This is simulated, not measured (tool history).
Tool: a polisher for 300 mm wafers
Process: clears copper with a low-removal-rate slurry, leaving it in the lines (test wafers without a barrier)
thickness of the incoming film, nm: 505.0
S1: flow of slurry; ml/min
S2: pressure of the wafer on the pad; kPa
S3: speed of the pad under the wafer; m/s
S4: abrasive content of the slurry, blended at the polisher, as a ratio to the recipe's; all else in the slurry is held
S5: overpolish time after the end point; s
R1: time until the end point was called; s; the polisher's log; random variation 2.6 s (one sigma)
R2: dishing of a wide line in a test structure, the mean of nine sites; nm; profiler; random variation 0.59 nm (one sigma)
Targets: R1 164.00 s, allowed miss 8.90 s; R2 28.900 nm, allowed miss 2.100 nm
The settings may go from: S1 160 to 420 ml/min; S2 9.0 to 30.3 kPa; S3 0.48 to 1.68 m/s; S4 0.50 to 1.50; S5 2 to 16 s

Run 1, hour 0.0: S1 270 ml/min, S2 19.3 kPa, S3 1.08 m/s, S4 1.00, S5 8 s. Result: R1 152.25 s, R2 17.436 nm.
Run 2, hour 3.9: S1 270 ml/min, S2 18.6 kPa, S3 1.08 m/s, S4 1.00, S5 10 s. Result: R1 156.93 s, R2 21.051 nm.
Run 3, hour 6.7: S1 270 ml/min, S2 18.6 kPa, S3 0.88 m/s, S4 1.00, S5 10 s. Result: R1 181.53 s, R2 17.167 nm.
Run 4, hour 12.3: S1 265 ml/min, S2 19.3 kPa, S3 0.90 m/s, S4 1.00, S5 11 s. Result: R1 177.60 s, R2 19.869 nm.
Run 5, hour 15.1: S1 265 ml/min, S2 19.3 kPa, S3 0.90 m/s, S4 0.80, S5 11 s. Result: R1 187.24 s, R2 18.686 nm.
Run 6, hour 17.2: S1 265 ml/min, S2 20.0 kPa, S3 0.92 m/s, S4 0.80, S5 12 s. Result: R1 187.68 s, R2 22.115 nm.
Run 7, hour 20.3: S1 265 ml/min, S2 21.4 kPa, S3 0.92 m/s, S4 0.80, S5 12 s. Result: R1 169.25 s, R2 23.026 nm.
Run 8, hour 23.4: S1 265 ml/min, S2 21.4 kPa, S3 0.94 m/s, S4 0.80, S5 13 s. Result: R1 169.71 s, R2 25.029 nm.
Run 9, hour 26.2: S1 265 ml/min, S2 21.4 kPa, S3 0.94 m/s, S4 0.80, S5 13 s. Result: R1 163.94 s, R2 25.874 nm.
Run 10, hour 34.5: S1 265 ml/min, S2 21.4 kPa, S3 0.94 m/s, S4 0.80, S5 14 s. Result: R1 169.45 s, R2 27.273 nm.

Which of these 5 next moves meets every target?
Run A, hour 42.8: S1 345 ml/min, S2 20.0 kPa, S3 1.00 m/s, S4 0.85, S5 13 s. Result: R1 ?, R2 ?.
Run B, hour 42.8: S1 245 ml/min, S2 22.1 kPa, S3 0.90 m/s, S4 0.90, S5 13 s. Result: R1 ?, R2 ?.
Run C, hour 42.8: S1 270 ml/min, S2 20.7 kPa, S3 0.90 m/s, S4 0.80, S5 14 s. Result: R1 ?, R2 ?.
Run D, hour 42.8: S1 185 ml/min, S2 20.7 kPa, S3 1.00 m/s, S4 0.90, S5 15 s. Result: R1 ?, R2 ?.
Run E, hour 42.8: S1 285 ml/min, S2 19.3 kPa, S3 1.02 m/s, S4 0.80, S5 13 s. Result: R1 ?, R2 ?.

move      R1      R2
   A  162.33  25.466
   B  168.10  24.722
   C  181.45  24.627
   D  167.35  28.265
   E  169.77  24.410
A: further off than the last run
B: further off than the last run
C: further off than the last run
D: meets every target
E: further off than the last run
Answer: D

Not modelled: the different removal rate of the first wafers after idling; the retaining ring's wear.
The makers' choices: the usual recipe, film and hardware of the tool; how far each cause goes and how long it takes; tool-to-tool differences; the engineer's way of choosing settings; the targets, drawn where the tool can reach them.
